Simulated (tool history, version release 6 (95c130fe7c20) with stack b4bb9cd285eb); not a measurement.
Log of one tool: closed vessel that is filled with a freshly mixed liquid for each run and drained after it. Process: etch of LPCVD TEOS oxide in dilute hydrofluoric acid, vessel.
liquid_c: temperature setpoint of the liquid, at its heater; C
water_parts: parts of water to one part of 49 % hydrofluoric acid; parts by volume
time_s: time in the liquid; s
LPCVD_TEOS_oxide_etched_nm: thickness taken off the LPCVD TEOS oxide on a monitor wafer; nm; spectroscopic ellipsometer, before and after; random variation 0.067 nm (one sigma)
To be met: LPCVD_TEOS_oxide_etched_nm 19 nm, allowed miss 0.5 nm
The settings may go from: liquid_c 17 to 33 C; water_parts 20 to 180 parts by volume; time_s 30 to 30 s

{"run": 1, "hour": 0.0, "liquid_c": 25, "water_parts": 100, "time_s": 30, "LPCVD_TEOS_oxide_etched_nm": 12.099}
{"run": 2, "hour": 8.1, "liquid_c": 26.5, "water_parts": 95, "time_s": 30, "LPCVD_TEOS_oxide_etched_nm": 13.492}
{"run": 3, "hour": 9.4, "liquid_c": 27.5, "water_parts": 95, "time_s": 30, "LPCVD_TEOS_oxide_etched_nm": 14.161}
{"run": 4, "hour": 15.3, "liquid_c": 27.5, "water_parts": 95, "time_s": 30, "LPCVD_TEOS_oxide_etched_nm": 14.221}
{"run": 5, "hour": 19.5, "liquid_c": 28.5, "water_parts": 95, "time_s": 30, "LPCVD_TEOS_oxide_etched_nm": 14.718}
{"run": 6, "hour": 24.2, "liquid_c": 29.5, "water_parts": 95, "time_s": 30, "LPCVD_TEOS_oxide_etched_nm": 15.331}
{"run": 7, "hour": 26.0, "liquid_c": 30, "water_parts": 95, "time_s": 30, "LPCVD_TEOS_oxide_etched_nm": 15.505}
{"run": 8, "hour": 34.4, "liquid_c": 30.5, "water_parts": 95, "time_s": 30, "LPCVD_TEOS_oxide_etched_nm": 15.824}

Which of these 4 next moves meets every target?
{"run": "A", "hour": 42.8, "liquid_c": 30, "water_parts": 85, "time_s": 30, "LPCVD_TEOS_oxide_etched_nm": "?"}
{"run": "B", "hour": 42.8, "liquid_c": 32, "water_parts": 85, "time_s": 30, "LPCVD_TEOS_oxide_etched_nm": "?"}
{"run": "C", "hour": 42.8, "liquid_c": 30.5, "water_parts": 75, "time_s": 30, "LPCVD_TEOS_oxide_etched_nm": "?"}
{"run": "D", "hour": 42.8, "liquid_c": 33, "water_parts": 80, "time_s": 30, "LPCVD_TEOS_oxide_etched_nm": "?"}

move=A LPCVD_TEOS_oxide_etched_nm=17.594
move=B LPCVD_TEOS_oxide_etched_nm=18.97
move=C LPCVD_TEOS_oxide_etched_nm=20.624
move=D LPCVD_TEOS_oxide_etched_nm=21.082
A: nearer than the last run, and not there yet
B: meets every target
C: takes the result that was furthest off past its target
D: takes the result that was furthest off past its target
The right move is B.
